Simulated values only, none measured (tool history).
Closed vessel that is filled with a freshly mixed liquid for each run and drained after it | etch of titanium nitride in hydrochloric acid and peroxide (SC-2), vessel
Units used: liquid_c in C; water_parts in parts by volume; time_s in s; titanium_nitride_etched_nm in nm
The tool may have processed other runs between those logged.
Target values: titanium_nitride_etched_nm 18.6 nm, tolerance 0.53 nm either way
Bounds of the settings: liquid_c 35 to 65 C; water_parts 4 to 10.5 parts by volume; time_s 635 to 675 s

run	day	liquid_c	water_parts	time_s	titanium_nitride_etched_nm
1	0	49	5.5	635	34.675
2	0.342	49	5.5	675	37.005
3	0.388	47	5.5	675	32.195
4	0.612	45.5	5.5	675	29.038
5	0.692	52	5.5	675	44.846
6	0.988	52	5.5	635	42.487
7	1.204	50	5.5	635	37.278
8	1.483	42	5.5	635	21.565
9	1.696	41.5	5.5	635	20.773
10	1.8	41.5	5.5	635	20.822
11	1.846	41	5.5	635	20.187
12	1.892	40.5	5.5	635	19.381

Below are 4 possible settings for the next run. Only one of them brings all results inside the allowed miss of their targets. Which is it?
A	1.938	40	5.5	675	?
B	1.938	42	6	635	?
C	1.938	40	5	635	?
D	1.938	38.5	5	650	?

move	titanium_nitride_etched_nm
A	19.859
B	20.168
C	20.016
D	18.41
A: its largest miss is bigger than the last run's
B: its largest miss is bigger than the last run's
C: its largest miss is bigger than the last run's
D: meets every target
The move that meets every target is D.
